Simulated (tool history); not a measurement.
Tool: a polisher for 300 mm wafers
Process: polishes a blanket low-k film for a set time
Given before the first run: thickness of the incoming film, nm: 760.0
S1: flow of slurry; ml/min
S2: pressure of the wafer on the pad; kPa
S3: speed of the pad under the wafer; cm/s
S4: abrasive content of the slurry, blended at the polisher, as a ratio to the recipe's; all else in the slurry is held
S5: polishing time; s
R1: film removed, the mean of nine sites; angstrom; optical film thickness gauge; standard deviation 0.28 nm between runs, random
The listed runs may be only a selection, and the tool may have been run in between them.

run 1 hour=0 | S1=245 S2=14.5 S3=114 S4=1 S5=68 | R1=333.49
run 2 hour=4.6 | S1=245 S2=14.5 S3=114 S4=1 S5=72 | R1=348.1
run 3 hour=12.2 | S1=245 S2=14.5 S3=132 S4=1 S5=72 | R1=387.5
run 4 hour=13.5 | S1=245 S2=17.9 S3=132 S4=1 S5=72 | R1=475.81
run 5 hour=14.9 | S1=245 S2=17.9 S3=132 S4=1.1 S5=72 | R1=498.53
run 6 hour=19.4 | S1=245 S2=15.2 S3=126 S4=1.1 S5=72 | R1=410.24

Estimate the outcome of run 7 from the log above:
run 7 hour=24.7 | S1=245 S2=13.1 S3=122 S4=1.1 S5=72 | R1=?

R1: 342.46 angstrom
